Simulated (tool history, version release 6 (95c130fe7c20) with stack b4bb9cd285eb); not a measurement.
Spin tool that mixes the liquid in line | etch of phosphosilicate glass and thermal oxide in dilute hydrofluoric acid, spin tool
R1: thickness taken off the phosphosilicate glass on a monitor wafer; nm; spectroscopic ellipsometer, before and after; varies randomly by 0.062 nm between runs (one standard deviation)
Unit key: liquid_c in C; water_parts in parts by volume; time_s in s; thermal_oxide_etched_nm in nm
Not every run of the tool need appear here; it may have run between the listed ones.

Run 1, hour 0: liquid_c 24 C, water_parts 155 parts by volume, time_s 30 s. Result: R1 11.311 nm, thermal_oxide_etched_nm 0.79032 nm.
Run 2, hour 5.8: liquid_c 24 C, water_parts 155 parts by volume, time_s 45 s. Result: R1 17.561 nm, thermal_oxide_etched_nm 1.1468 nm.
Run 3, hour 10.5: liquid_c 22 C, water_parts 155 parts by volume, time_s 45 s. Result: R1 15.952 nm, thermal_oxide_etched_nm 1.1029 nm.
Run 4, hour 12.9: liquid_c 22 C, water_parts 155 parts by volume, time_s 40 s. Result: R1 14.181 nm, thermal_oxide_etched_nm 0.95473 nm.
Run 5, hour 21.7: liquid_c 21 C, water_parts 170 parts by volume, time_s 40 s. Result: R1 12.24 nm, thermal_oxide_etched_nm 0.81373 nm.
Run 6, hour 24.6: liquid_c 20 C, water_parts 185 parts by volume, time_s 40 s. Result: R1 10.726 nm, thermal_oxide_etched_nm 0.74693 nm.
Run 7, hour 32.3: liquid_c 19.5 C, water_parts 195 parts by volume, time_s 40 s. Result: R1 9.6491 nm, thermal_oxide_etched_nm 0.66006 nm.
Run 8, hour 37.2: liquid_c 19 C, water_parts 200 parts by volume, time_s 40 s. Result: R1 9.2949 nm, thermal_oxide_etched_nm 0.66007 nm.
Run 9, hour 40.2: liquid_c 18.5 C, water_parts 205 parts by volume, time_s 40 s. Result: R1 8.7917 nm, thermal_oxide_etched_nm 0.62553 nm.
Run 10, hour 43.9: liquid_c 18.5 C, water_parts 210 parts by volume, time_s 40 s. Result: R1 8.6863 nm, thermal_oxide_etched_nm 0.57011 nm.
Run 11, hour 52.2: liquid_c 18 C, water_parts 215 parts by volume, time_s 40 s. Result: R1 8.0843 nm, thermal_oxide_etched_nm 0.57014 nm.

The next listed run, before its measurement:
Run 12, hour 59: liquid_c 17.5 C, water_parts 220 parts by volume, time_s 40 s. Result: R1 ?, thermal_oxide_etched_nm ?.

{"run 12": {"R1": 7.9373, "thermal_oxide_etched_nm": 0.54823}}
